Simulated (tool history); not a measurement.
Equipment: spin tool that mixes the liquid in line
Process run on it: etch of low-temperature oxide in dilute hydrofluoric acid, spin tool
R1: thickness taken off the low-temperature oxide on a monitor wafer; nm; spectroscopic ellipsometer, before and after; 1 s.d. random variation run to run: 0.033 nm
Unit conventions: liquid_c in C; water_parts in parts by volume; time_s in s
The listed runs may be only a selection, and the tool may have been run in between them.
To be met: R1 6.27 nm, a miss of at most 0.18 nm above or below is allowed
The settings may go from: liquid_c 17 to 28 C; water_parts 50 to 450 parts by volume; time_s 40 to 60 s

run 1 hour=0 | liquid_c=20 water_parts=250 time_s=60 | R1=2.13
run 2 hour=6.8 | liquid_c=20 water_parts=175 time_s=60 | R1=3.266
run 3 hour=15 | liquid_c=20 water_parts=245 time_s=60 | R1=2.1688
run 4 hour=16.7 | liquid_c=23.5 water_parts=245 time_s=60 | R1=2.4421
run 5 hour=20.4 | liquid_c=27 water_parts=245 time_s=60 | R1=2.7856
run 6 hour=29 | liquid_c=27 water_parts=245 time_s=60 | R1=2.8077
run 7 hour=37.9 | liquid_c=27.5 water_parts=195 time_s=60 | R1=3.8023
run 8 hour=41.7 | liquid_c=27.5 water_parts=165 time_s=60 | R1=4.6693
run 9 hour=44.4 | liquid_c=27.5 water_parts=150 time_s=60 | R1=5.2124
run 10 hour=50.7 | liquid_c=27.5 water_parts=140 time_s=60 | R1=5.6386
-- hour=53.7 hydrofluoric acid flow meter replaced
run 11 hour=53.7 | liquid_c=27.5 water_parts=135 time_s=60 | R1=6.6832
run 12 hour=55.4 | liquid_c=27 water_parts=135 time_s=60 | R1=6.5338
run 13 hour=64 | liquid_c=26.5 water_parts=135 time_s=60 | R1=6.4725

Pick the move, out of 4, that brings all results within their allowed miss; only one does.
run A hour=72.6 | liquid_c=28 water_parts=135 time_s=60 | R1=?
run B hour=72.6 | liquid_c=28 water_parts=145 time_s=60 | R1=?
run C hour=72.6 | liquid_c=27.5 water_parts=140 time_s=55 | R1=?
run D hour=72.6 | liquid_c=26.5 water_parts=130 time_s=60 | R1=?

move=A R1=6.8768
move=B R1=6.3217
move=C R1=5.9291
move=D R1=6.7936
A: the biggest miss grows against the last run
B: every result lands within tolerance
C: the result that was furthest off in the last run now lies on the other side of its target
D: the biggest miss grows against the last run
B meets every target.
